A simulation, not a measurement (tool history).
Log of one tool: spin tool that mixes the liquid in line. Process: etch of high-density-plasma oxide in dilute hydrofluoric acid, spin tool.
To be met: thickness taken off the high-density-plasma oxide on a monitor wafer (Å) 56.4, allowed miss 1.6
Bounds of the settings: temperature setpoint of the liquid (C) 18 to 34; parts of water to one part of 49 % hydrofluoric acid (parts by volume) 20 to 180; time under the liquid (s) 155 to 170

| run | hour | temperature setpoint of the liquid (C) | parts of water to one part of 49 % hydrofluoric acid (parts by volume) | time under the liquid (s) | thickness taken off the high-density-plasma oxide on a monitor wafer (Å) |
|---|---|---|---|---|---|
| 1 | 0 | 26 | 100 | 155 | 84.74 |
| 2 | 7.3 | 24.5 | 100 | 155 | 79.925 |
| 3 | 12.4 | 24.5 | 100 | 170 | 88.108 |
| 4 | 18.4 | 24.5 | 115 | 170 | 75.637 |
| 5 | 27.1 | 27.5 | 115 | 170 | 84.22 |
| 6 | 28.6 | 31 | 115 | 170 | 94.801 |
| 7 | 33.4 | 27 | 130 | 170 | 72.668 |
| 8 | 34.9 | 25.5 | 130 | 170 | 67.425 |
| 9 | 38.8 | 24.5 | 130 | 170 | 65.743 |
| 10 | 39.5 | 23.5 | 130 | 170 | 63.181 |
| 11 | 48.2 | 23 | 130 | 170 | 61.929 |
| 12 | 53.2 | 23 | 130 | 170 | 61.626 |
| 13 | 54.1 | 22.5 | 130 | 170 | 60.402 |
| 14 | 54.9 | 22 | 130 | 170 | 58.93 |
| 15 | 63.3 | 21.5 | 130 | 170 | 58.071 |

Which of these 5 next moves meets every target?
| A | 71.7 | 21 | 120 | 160 | ? |
| B | 71.7 | 20.5 | 110 | 155 | ? |
| C | 71.7 | 21 | 120 | 155 | ? |
| D | 71.7 | 21 | 115 | 160 | ? |
| E | 71.7 | 21.5 | 120 | 160 | ? |

| move | thickness taken off the high-density-plasma oxide on a monitor wafer (Å) |
|---|---|
| A | 58.548 |
| B | 61.315 |
| C | 56.719 |
| D | 61.435 |
| E | 59.733 |
A: further off than the last run
B: further off than the last run
C: meets every target
D: further off than the last run
E: further off than the last run
Move C is the one to make.
